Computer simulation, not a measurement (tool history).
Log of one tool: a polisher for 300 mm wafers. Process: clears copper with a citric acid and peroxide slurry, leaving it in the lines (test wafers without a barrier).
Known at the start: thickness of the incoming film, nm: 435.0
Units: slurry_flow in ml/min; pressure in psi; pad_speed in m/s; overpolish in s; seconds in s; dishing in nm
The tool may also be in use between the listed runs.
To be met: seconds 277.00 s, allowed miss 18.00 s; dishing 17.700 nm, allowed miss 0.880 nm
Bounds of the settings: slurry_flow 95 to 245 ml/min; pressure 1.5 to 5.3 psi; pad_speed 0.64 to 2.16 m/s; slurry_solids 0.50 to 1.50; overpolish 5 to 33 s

run 1 hour=0.0 | slurry_flow=155 pressure=3.4 pad_speed=1.40 slurry_solids=1.00 overpolish=17 | seconds=128.75 dishing=44.826
run 2 hour=0.8 | slurry_flow=155 pressure=3.4 pad_speed=1.40 slurry_solids=0.85 overpolish=17 | seconds=133.66 dishing=43.410
run 3 hour=4.5 | slurry_flow=155 pressure=3.2 pad_speed=1.34 slurry_solids=0.85 overpolish=16 | seconds=145.64 dishing=36.356
run 4 hour=11.5 | slurry_flow=155 pressure=2.9 pad_speed=1.30 slurry_solids=0.85 overpolish=16 | seconds=169.92 dishing=34.076
run 5 hour=14.6 | slurry_flow=155 pressure=2.9 pad_speed=1.30 slurry_solids=0.65 overpolish=16 | seconds=172.88 dishing=32.684
run 6 hour=19.8 | slurry_flow=155 pressure=2.9 pad_speed=1.08 slurry_solids=0.65 overpolish=16 | seconds=211.86 dishing=28.109
run 7 hour=22.4 | slurry_flow=160 pressure=1.9 pad_speed=1.08 slurry_solids=0.65 overpolish=10 | seconds=309.02 dishing=12.252
run 8 hour=29.1 | slurry_flow=160 pressure=2.0 pad_speed=1.08 slurry_solids=0.65 overpolish=11 | seconds=296.52 dishing=13.969
run 9 hour=37.1 | slurry_flow=160 pressure=2.0 pad_speed=1.08 slurry_solids=0.65 overpolish=11 | seconds=296.43 dishing=14.167
run 10 hour=41.4 | slurry_flow=155 pressure=2.2 pad_speed=1.06 slurry_solids=0.65 overpolish=12 | seconds=279.93 dishing=16.532
run 11 hour=49.6 | slurry_flow=145 pressure=2.2 pad_speed=1.06 slurry_solids=0.65 overpolish=12 | seconds=279.79 dishing=16.199

Which of these 5 next moves meets every target?
run A hour=57.8 | slurry_flow=175 pressure=2.2 pad_speed=1.22 slurry_solids=0.65 overpolish=13 | seconds=? dishing=?
run B hour=57.8 | slurry_flow=130 pressure=2.4 pad_speed=0.94 slurry_solids=0.85 overpolish=13 | seconds=? dishing=?
run C hour=57.8 | slurry_flow=140 pressure=2.6 pad_speed=0.72 slurry_solids=0.70 overpolish=16 | seconds=? dishing=?
run D hour=57.8 | slurry_flow=190 pressure=2.5 pad_speed=1.12 slurry_solids=0.50 overpolish=11 | seconds=? dishing=?
run E hour=57.8 | slurry_flow=145 pressure=2.0 pad_speed=0.94 slurry_solids=0.70 overpolish=14 | seconds=? dishing=?

move=A seconds=241.27 dishing=20.299
move=B seconds=283.42 dishing=17.546
move=C seconds=345.27 dishing=17.753
move=D seconds=238.90 dishing=17.618
move=E seconds=342.49 dishing=15.700
A: takes the result that was furthest off past its target
B: meets every target
C: brings the result that was furthest off to its target, and leaves another outside
D: brings the result that was furthest off to its target, and leaves another outside
E: further off than the last run
Move B is the one to make.

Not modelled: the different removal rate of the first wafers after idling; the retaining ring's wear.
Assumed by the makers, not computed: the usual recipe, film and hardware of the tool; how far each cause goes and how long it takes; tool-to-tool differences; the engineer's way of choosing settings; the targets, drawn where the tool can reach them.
